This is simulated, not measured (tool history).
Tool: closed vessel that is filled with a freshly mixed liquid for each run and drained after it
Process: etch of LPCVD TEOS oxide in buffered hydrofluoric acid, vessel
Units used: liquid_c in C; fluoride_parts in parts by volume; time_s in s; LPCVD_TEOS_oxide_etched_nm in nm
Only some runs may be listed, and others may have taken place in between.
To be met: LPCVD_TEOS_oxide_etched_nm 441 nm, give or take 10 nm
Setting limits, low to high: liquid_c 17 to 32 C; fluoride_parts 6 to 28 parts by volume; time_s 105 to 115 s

run 1 hour=0 | liquid_c=24 fluoride_parts=17 time_s=105 | LPCVD_TEOS_oxide_etched_nm=171.69
run 2 hour=5 | liquid_c=24 fluoride_parts=17 time_s=115 | LPCVD_TEOS_oxide_etched_nm=185.84
run 3 hour=7.7 | liquid_c=25.5 fluoride_parts=15.5 time_s=115 | LPCVD_TEOS_oxide_etched_nm=225.1
run 4 hour=14.5 | liquid_c=23 fluoride_parts=15.5 time_s=115 | LPCVD_TEOS_oxide_etched_nm=194.6
run 5 hour=18.1 | liquid_c=25 fluoride_parts=14.5 time_s=115 | LPCVD_TEOS_oxide_etched_nm=234.49
run 6 hour=24.8 | liquid_c=25 fluoride_parts=14.5 time_s=105 | LPCVD_TEOS_oxide_etched_nm=214.11
run 7 hour=26.7 | liquid_c=25 fluoride_parts=14.5 time_s=105 | LPCVD_TEOS_oxide_etched_nm=211.77
run 8 hour=27.3 | liquid_c=29 fluoride_parts=9 time_s=105 | LPCVD_TEOS_oxide_etched_nm=406.39

Which one of the following 4 next-run settings gets every result inside its allowed miss? There is exactly one.
run A hour=27.9 | liquid_c=26.5 fluoride_parts=7 time_s=105 | LPCVD_TEOS_oxide_etched_nm=?
run B hour=27.9 | liquid_c=28.5 fluoride_parts=10.5 time_s=110 | LPCVD_TEOS_oxide_etched_nm=?
run C hour=27.9 | liquid_c=32 fluoride_parts=10.5 time_s=110 | LPCVD_TEOS_oxide_etched_nm=?
run D hour=27.9 | liquid_c=28.5 fluoride_parts=8.5 time_s=115 | LPCVD_TEOS_oxide_etched_nm=?

move=A LPCVD_TEOS_oxide_etched_nm=466.84
move=B LPCVD_TEOS_oxide_etched_nm=370.03
move=C LPCVD_TEOS_oxide_etched_nm=444.47
move=D LPCVD_TEOS_oxide_etched_nm=461.1
A: the result that was furthest off in the last run now lies on the other side of its target
B: further off than the last run
C: hits every target within its allowed miss
D: the result that was furthest off in the last run now lies on the other side of its target
C meets every target.
